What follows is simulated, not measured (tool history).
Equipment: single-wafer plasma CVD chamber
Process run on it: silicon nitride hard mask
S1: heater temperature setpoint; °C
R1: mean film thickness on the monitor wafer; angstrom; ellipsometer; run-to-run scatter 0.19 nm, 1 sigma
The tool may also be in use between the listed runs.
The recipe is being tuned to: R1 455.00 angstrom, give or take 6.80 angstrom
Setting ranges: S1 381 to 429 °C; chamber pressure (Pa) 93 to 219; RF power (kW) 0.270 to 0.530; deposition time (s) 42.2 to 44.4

Run 1, hour 0.0: S1 405 °C, chamber pressure (Pa) 156, RF power (kW) 0.400, deposition time (s) 44.4. Result: R1 525.05 angstrom.
Run 2, hour 1.8: S1 405 °C, chamber pressure (Pa) 145, RF power (kW) 0.395, deposition time (s) 44.4. Result: R1 509.11 angstrom.
Run 3, hour 4.5: S1 405 °C, chamber pressure (Pa) 145, RF power (kW) 0.360, deposition time (s) 44.4. Result: R1 483.18 angstrom.
Run 4, hour 9.3: S1 398 °C, chamber pressure (Pa) 145, RF power (kW) 0.360, deposition time (s) 44.4. Result: R1 484.06 angstrom.
Run 5, hour 12.7: S1 398 °C, chamber pressure (Pa) 140, RF power (kW) 0.360, deposition time (s) 44.4. Result: R1 478.09 angstrom.
Run 6, hour 16.1: S1 398 °C, chamber pressure (Pa) 136, RF power (kW) 0.360, deposition time (s) 44.4. Result: R1 476.28 angstrom.
Run 7, hour 17.7: S1 398 °C, chamber pressure (Pa) 132, RF power (kW) 0.360, deposition time (s) 44.4. Result: R1 469.75 angstrom.
Run 8, hour 21.2: S1 398 °C, chamber pressure (Pa) 129, RF power (kW) 0.360, deposition time (s) 44.4. Result: R1 466.80 angstrom.
Run 9, hour 21.9: S1 398 °C, chamber pressure (Pa) 128, RF power (kW) 0.360, deposition time (s) 44.4. Result: R1 462.34 angstrom.
Run 10, hour 27.9: S1 398 °C, chamber pressure (Pa) 127, RF power (kW) 0.360, deposition time (s) 44.4. Result: R1 466.48 angstrom.

Which one of the following 5 next-run settings gets every result inside its allowed miss? There is exactly one.
Run A, hour 33.9: S1 391 °C, chamber pressure (Pa) 144, RF power (kW) 0.345, deposition time (s) 42.5. Result: R1 ?.
Run B, hour 33.9: S1 406 °C, chamber pressure (Pa) 135, RF power (kW) 0.400, deposition time (s) 42.2. Result: R1 ?.
Run C, hour 33.9: S1 404 °C, chamber pressure (Pa) 133, RF power (kW) 0.410, deposition time (s) 43.3. Result: R1 ?.
Run D, hour 33.9: S1 401 °C, chamber pressure (Pa) 124, RF power (kW) 0.375, deposition time (s) 44.4. Result: R1 ?.
Run E, hour 33.9: S1 407 °C, chamber pressure (Pa) 120, RF power (kW) 0.365, deposition time (s) 42.7. Result: R1 ?.

move      R1
   A  451.55
   B  468.74
   C  485.29
   D  464.77
   E  434.31
A: meets every target
B: moves away from the targets compared with the last run
C: moves away from the targets compared with the last run
D: nearer the targets than the last run, but a result is still out of spec
E: moves the result that the last run missed by most past its target, out the other side
The right move is A.
